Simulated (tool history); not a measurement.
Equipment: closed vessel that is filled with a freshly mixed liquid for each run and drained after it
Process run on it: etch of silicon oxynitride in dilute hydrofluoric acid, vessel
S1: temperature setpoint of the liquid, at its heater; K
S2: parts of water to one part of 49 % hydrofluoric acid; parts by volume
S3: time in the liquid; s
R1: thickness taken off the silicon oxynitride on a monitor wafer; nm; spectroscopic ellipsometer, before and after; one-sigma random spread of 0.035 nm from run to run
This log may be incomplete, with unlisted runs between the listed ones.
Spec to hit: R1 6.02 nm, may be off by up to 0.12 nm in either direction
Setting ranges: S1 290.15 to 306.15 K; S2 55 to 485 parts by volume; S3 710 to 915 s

Run 1, hour 0: S1 298.15 K, S2 270 parts by volume, S3 915 s. Result: R1 10.719 nm.
Run 2, hour 0.5: S1 296.15 K, S2 285 parts by volume, S3 915 s. Result: R1 9.282 nm.
Run 3, hour 1.9: S1 296.15 K, S2 285 parts by volume, S3 710 s. Result: R1 7.1875 nm.
Run 4, hour 3.9: S1 296.15 K, S2 285 parts by volume, S3 915 s. Result: R1 9.312 nm.
Run 5, hour 12.5: S1 294.65 K, S2 295 parts by volume, S3 915 s. Result: R1 8.3521 nm.
Run 6, hour 19.7: S1 294.65 K, S2 260 parts by volume, S3 915 s. Result: R1 9.6805 nm.
Run 7, hour 20.4: S1 293.65 K, S2 275 parts by volume, S3 915 s. Result: R1 8.7959 nm.
Run 8, hour 28.6: S1 292.65 K, S2 290 parts by volume, S3 915 s. Result: R1 7.8792 nm.
Run 9, hour 34.5: S1 292.15 K, S2 300 parts by volume, S3 915 s. Result: R1 7.3736 nm.

Which single option among these 4 for the next run brings every result within its allowed miss of target? Just one does.
Run A, hour 40.4: S1 293.15 K, S2 265 parts by volume, S3 725 s. Result: R1 ?.
Run B, hour 40.4: S1 293.15 K, S2 275 parts by volume, S3 915 s. Result: R1 ?.
Run C, hour 40.4: S1 293.65 K, S2 325 parts by volume, S3 825 s. Result: R1 ?.
Run D, hour 40.4: S1 294.15 K, S2 320 parts by volume, S3 740 s. Result: R1 ?.

move      R1
   A  6.9548
   B  8.4022
   C  6.3393
   D  5.9178
A: better than the last run, though not everything is in spec
B: the biggest miss grows against the last run
C: better than the last run, though not everything is in spec
D: each result inside its tolerance
D meets every target.

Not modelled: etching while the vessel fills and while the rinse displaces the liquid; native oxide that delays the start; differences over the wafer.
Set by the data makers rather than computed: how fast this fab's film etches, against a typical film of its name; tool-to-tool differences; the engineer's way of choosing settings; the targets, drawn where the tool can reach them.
